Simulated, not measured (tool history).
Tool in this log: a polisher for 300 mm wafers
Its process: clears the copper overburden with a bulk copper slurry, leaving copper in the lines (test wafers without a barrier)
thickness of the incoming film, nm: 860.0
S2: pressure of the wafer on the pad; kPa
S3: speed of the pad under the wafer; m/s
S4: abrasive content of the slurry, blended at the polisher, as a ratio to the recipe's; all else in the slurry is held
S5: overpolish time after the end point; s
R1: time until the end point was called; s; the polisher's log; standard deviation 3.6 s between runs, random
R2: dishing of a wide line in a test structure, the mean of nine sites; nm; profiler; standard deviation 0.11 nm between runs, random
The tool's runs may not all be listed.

Run 1, hour 0.0: flow of slurry (ml/min) 315, S2 15.9 kPa, S3 1.24 m/s, S4 1.00, S5 8 s. Result: R1 92.053 s, R2 38.5100 nm.
Run 2, hour 4.8: flow of slurry (ml/min) 315, S2 15.9 kPa, S3 1.24 m/s, S4 1.00, S5 11 s. Result: R1 91.556 s, R2 43.7240 nm.
Run 3, hour 6.2: flow of slurry (ml/min) 315, S2 15.9 kPa, S3 1.52 m/s, S4 1.00, S5 11 s. Result: R1 75.595 s, R2 46.2160 nm.
Run 4, hour 12.8: flow of slurry (ml/min) 315, S2 12.4 kPa, S3 1.52 m/s, S4 1.00, S5 11 s. Result: R1 95.195 s, R2 41.8150 nm.
Run 5, hour 15.7: flow of slurry (ml/min) 315, S2 12.4 kPa, S3 1.52 m/s, S4 1.00, S5 14 s. Result: R1 93.278 s, R2 44.7210 nm.
Run 6, hour 24.1: flow of slurry (ml/min) 280, S2 11.0 kPa, S3 1.24 m/s, S4 0.85, S5 11 s. Result: R1 133.840 s, R2 35.8230 nm.
Run 7, hour 28.6: flow of slurry (ml/min) 340, S2 9.7 kPa, S3 1.04 m/s, S4 0.85, S5 8 s. Result: R1 179.090 s, R2 25.1810 nm.
Run 8, hour 33.0: flow of slurry (ml/min) 430, S2 6.9 kPa, S3 0.68 m/s, S4 1.10, S5 4 s. Result: R1 357.400 s, R2 8.0802 nm.
Run 9, hour 41.3: flow of slurry (ml/min) 445, S2 8.3 kPa, S3 0.68 m/s, S4 1.20, S5 3 s. Result: R1 296.210 s, R2 7.4552 nm.
Run 10, hour 45.3: flow of slurry (ml/min) 455, S2 9.0 kPa, S3 0.68 m/s, S4 1.25, S5 3 s. Result: R1 276.610 s, R2 8.1442 nm.
Run 11, hour 49.4: flow of slurry (ml/min) 465, S2 9.0 kPa, S3 0.70 m/s, S4 1.30, S5 3 s. Result: R1 261.520 s, R2 8.5209 nm.
Run 12, hour 57.1: flow of slurry (ml/min) 470, S2 9.0 kPa, S3 0.66 m/s, S4 1.35, S5 3 s. Result: R1 272.700 s, R2 7.7698 nm.
Run 13, hour 63.6: flow of slurry (ml/min) 475, S2 9.7 kPa, S3 0.64 m/s, S4 1.40, S5 3 s. Result: R1 259.540 s, R2 8.2075 nm.

What does the tool deliver on the next run?
Run 14, hour 71.5: flow of slurry (ml/min) 480, S2 9.7 kPa, S3 0.66 m/s, S4 1.45, S5 3 s. Result: R1 ?, R2 ?.

{"run 14": {"R1": 245.47, "R2": 8.3746}}

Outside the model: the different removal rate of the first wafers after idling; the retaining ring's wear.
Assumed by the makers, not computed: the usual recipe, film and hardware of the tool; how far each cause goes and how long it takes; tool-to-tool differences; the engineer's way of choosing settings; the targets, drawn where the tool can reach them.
